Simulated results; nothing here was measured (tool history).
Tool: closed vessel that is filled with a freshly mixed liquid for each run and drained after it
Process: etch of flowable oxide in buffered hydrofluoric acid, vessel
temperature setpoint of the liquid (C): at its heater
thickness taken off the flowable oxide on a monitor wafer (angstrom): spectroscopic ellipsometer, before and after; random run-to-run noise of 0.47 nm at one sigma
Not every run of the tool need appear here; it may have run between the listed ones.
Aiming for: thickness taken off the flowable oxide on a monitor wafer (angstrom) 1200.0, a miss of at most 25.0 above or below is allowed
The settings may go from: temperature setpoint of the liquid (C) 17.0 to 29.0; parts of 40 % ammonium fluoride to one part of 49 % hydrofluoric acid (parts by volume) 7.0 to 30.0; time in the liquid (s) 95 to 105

run	hour	temperature setpoint of the liquid (C)	parts of 40 % ammonium fluoride to one part of 49 % hydrofluoric acid (parts by volume)	time in the liquid (s)	thickness taken off the flowable oxide on a monitor wafer (angstrom)
1	0.0	21.0	19.0	95	1749.8
2	4.1	21.0	23.5	95	1445.9
3	5.7	21.0	23.5	95	1449.9
4	8.6	20.0	23.5	95	1361.9
5	13.1	20.0	23.5	105	1513.1
6	20.5	20.0	23.5	105	1513.0
7	27.1	19.0	23.5	105	1424.0
8	35.1	18.5	23.5	105	1398.4
9	40.8	18.0	24.0	105	1326.0
10	47.0	17.5	24.5	105	1270.4

Which one of the following 5 next-run settings gets every result inside its allowed miss? There is exactly one.
A	53.2	18.5	25.0	105	?
B	53.2	18.0	24.5	100	?
C	53.2	17.0	23.5	95	?
D	53.2	17.5	26.5	105	?
E	53.2	18.0	23.0	105	?

move	thickness taken off the flowable oxide on a monitor wafer (angstrom)
A	1331.3
B	1249.7
C	1154.0
D	1207.9
E	1370.7
A: further off than the last run
B: better than the last run, though not everything is in spec
C: the result that was furthest off in the last run now lies on the other side of its target
D: hits every target within its allowed miss
E: further off than the last run
Correct choice: D, which meets every target
